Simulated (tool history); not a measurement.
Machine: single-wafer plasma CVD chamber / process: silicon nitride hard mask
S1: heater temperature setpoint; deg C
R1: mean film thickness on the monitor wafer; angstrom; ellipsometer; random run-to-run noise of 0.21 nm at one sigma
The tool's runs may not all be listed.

run 1 hour=0 | S1=400 chamber_pressure_(Torr)=1.98 RF_power_(kW)=0.255 deposition_time_(s)=36.7 | R1=407.03
run 2 hour=7 | S1=400 chamber_pressure_(Torr)=2.25 RF_power_(kW)=0.255 deposition_time_(s)=36.7 | R1=424.22
run 3 hour=7.5 | S1=400 chamber_pressure_(Torr)=2.29 RF_power_(kW)=0.255 deposition_time_(s)=36.7 | R1=429.16
run 4 hour=12.2 | S1=400 chamber_pressure_(Torr)=2.33 RF_power_(kW)=0.255 deposition_time_(s)=36.7 | R1=428.71
run 5 hour=17.1 | S1=400 chamber_pressure_(Torr)=2.33 RF_power_(kW)=0.255 deposition_time_(s)=34.9 | R1=405.05
run 6 hour=23.9 | S1=400 chamber_pressure_(Torr)=2.36 RF_power_(kW)=0.26 deposition_time_(s)=35 | R1=419.35
run 7 hour=30.8 | S1=400 chamber_pressure_(Torr)=2.39 RF_power_(kW)=0.265 deposition_time_(s)=35 | R1=432.47
run 8 hour=34.1 | S1=400 chamber_pressure_(Torr)=2.42 RF_power_(kW)=0.265 deposition_time_(s)=35 | R1=427.77
run 9 hour=42 | S1=400 chamber_pressure_(Torr)=2.44 RF_power_(kW)=0.265 deposition_time_(s)=35 | R1=430.55
run 10 hour=49.6 | S1=400 chamber_pressure_(Torr)=2.46 RF_power_(kW)=0.265 deposition_time_(s)=35 | R1=432.71

Run 11 is up next; what results do you expect?
run 11 hour=53.4 | S1=400 chamber_pressure_(Torr)=2.48 RF_power_(kW)=0.265 deposition_time_(s)=35 | R1=?

R1: 430.7 angstrom

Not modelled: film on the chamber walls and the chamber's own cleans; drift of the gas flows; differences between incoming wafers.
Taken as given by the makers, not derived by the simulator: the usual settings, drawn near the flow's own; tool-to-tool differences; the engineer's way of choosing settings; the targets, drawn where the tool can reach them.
